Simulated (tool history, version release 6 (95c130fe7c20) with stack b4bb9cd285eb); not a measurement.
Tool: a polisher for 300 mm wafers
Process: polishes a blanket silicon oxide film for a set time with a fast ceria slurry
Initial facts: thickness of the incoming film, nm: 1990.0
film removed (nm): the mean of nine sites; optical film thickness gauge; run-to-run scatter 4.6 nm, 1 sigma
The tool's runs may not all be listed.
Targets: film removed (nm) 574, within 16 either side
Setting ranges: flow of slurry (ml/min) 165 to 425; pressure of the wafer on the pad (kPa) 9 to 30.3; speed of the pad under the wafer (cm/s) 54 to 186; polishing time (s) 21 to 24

run,hour,flow of slurry (ml/min),pressure of the wafer on the pad (kPa),speed of the pad under the wafer (cm/s),polishing time (s),film removed (nm)
1,0,275,19.3,118,24,379.86
2,8.9,275,19.3,130,24,407.86
3,13.4,275,19.3,104,24,351.11
4,17.2,275,21.4,104,24,387.57
5,23,275,23.4,104,24,420.17
6,29.6,275,23.4,88,24,370.94
7,31.8,280,24.8,92,24,412.05
8,36.1,285,26.2,94,24,439.95
9,38.8,285,26.9,96,24,456.19
10,40.7,295,30.3,104,24,550.15
11,45.2,295,30.3,106,24,556.12

Which single option among these 5 for the next run brings every result within its allowed miss of target? Just one does.
A,49.7,310,28.3,126,21,?
B,49.7,275,30.3,112,24,?
C,49.7,410,28.3,108,24,?
D,49.7,295,30.3,102,24,?
E,49.7,285,30.3,104,24,?

move,film removed (nm)
A,517.22
B,572.45
C,538.17
D,538.15
E,543.94
A: the biggest miss grows against the last run
B: in spec on every target
C: the biggest miss grows against the last run
D: the biggest miss grows against the last run
E: the biggest miss grows against the last run
The right move is B.

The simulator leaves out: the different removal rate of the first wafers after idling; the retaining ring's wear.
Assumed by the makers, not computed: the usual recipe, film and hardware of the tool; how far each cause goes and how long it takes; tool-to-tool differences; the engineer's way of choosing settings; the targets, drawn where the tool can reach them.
